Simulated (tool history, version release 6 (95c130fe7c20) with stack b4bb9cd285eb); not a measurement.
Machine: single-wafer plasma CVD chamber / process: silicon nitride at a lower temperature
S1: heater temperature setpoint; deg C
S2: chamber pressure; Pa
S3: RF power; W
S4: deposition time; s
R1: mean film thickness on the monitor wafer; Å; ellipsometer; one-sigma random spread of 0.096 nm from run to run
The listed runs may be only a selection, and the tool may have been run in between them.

Run 1, day 0: S1 350 deg C, S2 169 Pa, S3 355 W, S4 13.3 s. Result: R1 157.89 Å.
Run 2, day 0.346: S1 350 deg C, S2 179 Pa, S3 360 W, S4 13.3 s. Result: R1 159.83 Å.
Run 3, day 0.704: S1 358 deg C, S2 179 Pa, S3 360 W, S4 13.3 s. Result: R1 159.61 Å.
Run 4, day 0.992: S1 358 deg C, S2 179 Pa, S3 310 W, S4 13.3 s. Result: R1 141.04 Å.
Run 5, day 1.033: S1 358 deg C, S2 188 Pa, S3 325 W, S4 13.3 s. Result: R1 149.59 Å.
Run 6, day 1.225: S1 358 deg C, S2 196 Pa, S3 335 W, S4 13.3 s. Result: R1 153.82 Å.
At day 1.467: capacitance manometer re-zeroed and calibrated.
Run 7, day 1.467: S1 358 deg C, S2 203 Pa, S3 345 W, S4 13.3 s. Result: R1 163.81 Å.
Run 8, day 1.5: S1 358 deg C, S2 209 Pa, S3 350 W, S4 13.3 s. Result: R1 165.84 Å.
Run 9, day 1.533: S1 357 deg C, S2 237 Pa, S3 405 W, S4 13.3 s. Result: R1 193.31 Å.
Run 10, day 1.583: S1 357 deg C, S2 235 Pa, S3 405 W, S4 13.3 s. Result: R1 192.29 Å.
Run 11, day 1.746: S1 357 deg C, S2 232 Pa, S3 405 W, S4 13.3 s. Result: R1 191.13 Å.
Run 12, day 2.112: S1 357 deg C, S2 229 Pa, S3 405 W, S4 13.3 s. Result: R1 193.25 Å.
Run 13, day 2.412: S1 357 deg C, S2 227 Pa, S3 405 W, S4 13.3 s. Result: R1 190.92 Å.
Run 14, day 2.567: S1 357 deg C, S2 224 Pa, S3 405 W, S4 13.3 s. Result: R1 189.99 Å.

What will run 15 give?
Run 15, day 2.646: S1 357 deg C, S2 223 Pa, S3 405 W, S4 13.3 s. Result: R1 ?.

R1: 189.64 Å
